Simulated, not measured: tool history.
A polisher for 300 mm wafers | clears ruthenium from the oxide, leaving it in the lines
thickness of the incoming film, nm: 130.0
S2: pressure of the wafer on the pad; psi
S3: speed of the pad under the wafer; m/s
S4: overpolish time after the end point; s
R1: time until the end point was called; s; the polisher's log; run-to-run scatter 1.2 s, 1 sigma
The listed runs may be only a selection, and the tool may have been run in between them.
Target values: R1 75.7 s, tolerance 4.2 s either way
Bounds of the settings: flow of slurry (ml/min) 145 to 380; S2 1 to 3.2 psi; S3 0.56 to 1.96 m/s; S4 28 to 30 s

Run 1, hour 0: flow of slurry (ml/min) 245, S2 2.1 psi, S3 1.26 m/s, S4 28 s. Result: R1 101.48 s.
Run 2, hour 4.4: flow of slurry (ml/min) 245, S2 2.1 psi, S3 1.26 m/s, S4 28 s. Result: R1 105.14 s.
Run 3, hour 10.6: flow of slurry (ml/min) 245, S2 2.3 psi, S3 1.28 m/s, S4 28 s. Result: R1 91.002 s.
Run 4, hour 16.8: flow of slurry (ml/min) 215, S2 2.3 psi, S3 1.28 m/s, S4 28 s. Result: R1 93.454 s.
Run 5, hour 22.5: flow of slurry (ml/min) 215, S2 2.4 psi, S3 1.28 m/s, S4 28 s. Result: R1 91.711 s.
Run 6, hour 28.1: flow of slurry (ml/min) 225, S2 2.5 psi, S3 1.28 m/s, S4 28 s. Result: R1 84.725 s.
Run 7, hour 30.7: flow of slurry (ml/min) 230, S2 2.6 psi, S3 1.28 m/s, S4 28 s. Result: R1 82.596 s.
Run 8, hour 33.3: flow of slurry (ml/min) 230, S2 2.6 psi, S3 1.28 m/s, S4 28 s. Result: R1 80.495 s.

5 candidate next runs follow, results not yet known. Just one meets every target within its allowed miss. Identify it.
Run A, hour 35.9: flow of slurry (ml/min) 210, S2 2.3 psi, S3 1.4 m/s, S4 28 s. Result: R1 ?.
Run B, hour 35.9: flow of slurry (ml/min) 220, S2 2.4 psi, S3 1.3 m/s, S4 28 s. Result: R1 ?.
Run C, hour 35.9: flow of slurry (ml/min) 190, S2 2.6 psi, S3 1.3 m/s, S4 28 s. Result: R1 ?.
Run D, hour 35.9: flow of slurry (ml/min) 225, S2 2.5 psi, S3 1.44 m/s, S4 28 s. Result: R1 ?.
Run E, hour 35.9: flow of slurry (ml/min) 185, S2 2.4 psi, S3 1.28 m/s, S4 28 s. Result: R1 ?.

move      R1
   A  88.642
   B  91.034
   C  85.286
   D  79.053
   E  93.829
A: moves away from the targets compared with the last run
B: moves away from the targets compared with the last run
C: moves away from the targets compared with the last run
D: all results in spec
E: moves away from the targets compared with the last run
The right move is D.
